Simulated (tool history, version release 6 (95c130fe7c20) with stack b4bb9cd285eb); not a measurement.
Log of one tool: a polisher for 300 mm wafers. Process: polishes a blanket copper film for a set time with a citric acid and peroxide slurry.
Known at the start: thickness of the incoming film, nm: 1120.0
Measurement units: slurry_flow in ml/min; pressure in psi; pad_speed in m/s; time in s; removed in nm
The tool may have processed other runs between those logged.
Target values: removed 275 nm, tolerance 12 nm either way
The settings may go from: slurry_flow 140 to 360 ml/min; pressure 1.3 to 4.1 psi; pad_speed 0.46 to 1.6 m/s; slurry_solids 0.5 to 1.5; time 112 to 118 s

run  hour  slurry_flow  pressure  pad_speed  slurry_solids  time  removed
  1     0          230       2.7       1.02              1   112   199.72
  2   8.4          255       2.7       1.02              1   112   203.39
  3  14.1          255       2.7       0.84              1   112   177.88
  4  18.9          255       2.7       0.84           1.15   112   189.99
  5  20.6          300       2.7       0.84           1.15   112   196.33
     27.4  -- slurry blender recalibrated
  6  27.4          325       2.7       0.84           1.15   112   210.09
  7  30.2          330       2.9       0.84           1.15   112   217.26
  8  35.2          335       3.1       0.84           1.15   112   235.07

Which of these 4 next moves meets every target?
  A  40.2          345       3.7       1.04           0.95   114        ?
  B  40.2          280       3.6       0.94            1.2   118        ?
  C  40.2          360       3.1        1.2            1.1   117        ?
  D  40.2          360       3.5        0.9            1.2   113        ?

move  removed
   A   296.82
   B   295.94
   C   314.62
   D   274.97
A: the result that was furthest off in the last run now lies on the other side of its target
B: the result that was furthest off in the last run now lies on the other side of its target
C: the result that was furthest off in the last run now lies on the other side of its target
D: hits every target within its allowed miss
The move that meets every target is D.
